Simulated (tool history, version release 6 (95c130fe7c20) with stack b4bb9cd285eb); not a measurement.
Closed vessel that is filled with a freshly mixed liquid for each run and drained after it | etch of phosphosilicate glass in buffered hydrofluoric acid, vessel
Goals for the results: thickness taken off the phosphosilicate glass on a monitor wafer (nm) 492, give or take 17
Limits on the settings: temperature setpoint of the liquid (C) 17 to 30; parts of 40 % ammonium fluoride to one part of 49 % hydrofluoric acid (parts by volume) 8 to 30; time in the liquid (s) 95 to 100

run	hour	temperature setpoint of the liquid (C)	parts of 40 % ammonium fluoride to one part of 49 % hydrofluoric acid (parts by volume)	time in the liquid (s)	thickness taken off the phosphosilicate glass on a monitor wafer (nm)
1	0	22	22.5	95	198.08
2	4.3	24	22.5	95	219.66
3	13.1	24	22.5	100	233
4	19	21.5	22.5	100	201.12
5	25.2	20	22.5	100	184.92
6	34.4	20	26	100	166.36
7	37.4	21	24	100	188.47
8	44	22	22.5	100	206.36
9	50.4	23	21	100	231.9
10	51.8	27	14	100	414.12
11	60.9	27.5	14	100	434.46
12	64.8	27.5	14	100	432.57

5 next moves are on the table. One of them brings every result within its allowed miss. Which?
A	68.7	28	15.5	100	?
B	68.7	27	10.5	95	?
C	68.7	30	13	100	?
D	68.7	26.5	11.5	100	?
E	68.7	28	15	95	?

move	thickness taken off the phosphosilicate glass on a monitor wafer (nm)
A	394.38
B	519.95
C	520.25
D	487.79
E	386.9
A: moves away from the targets compared with the last run
B: the result that was furthest off in the last run now lies on the other side of its target
C: the result that was furthest off in the last run now lies on the other side of its target
D: hits every target within its allowed miss
E: moves away from the targets compared with the last run
Move D is the one to make.
